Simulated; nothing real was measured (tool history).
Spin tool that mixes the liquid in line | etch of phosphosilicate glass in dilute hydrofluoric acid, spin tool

run,hour,temperature setpoint of the liquid (°C),parts of water to one part of 49 % hydrofluoric acid (parts by volume),time under the liquid (s),thickness taken off the phosphosilicate glass on a monitor wafer (Å)
1,0,23,55,45,979.27
2,2.3,21,65,45,760.11
3,5,20,70,45,672.25
4,8.9,22.5,70,45,740.81
5,11.2,21.5,70,45,711.59
6,11.8,20,70,45,667.81
7,18.7,19,75,45,597.05
8,27.2,18.5,80,45,543.91
9,29.3,18,85,45,500.47
10,31,17,90,45,452.79
11,34.9,17.5,90,45,462.26
12,37.1,17,90,45,450.1
13,37.8,17.5,90,45,460.31
14,38.6,17,90,45,453.25
15,39.6,17.5,90,45,459.92

Predict the results of run 16:
16,47,17,90,45,?

thickness taken off the phosphosilicate glass on a monitor wafer (Å): 450.78
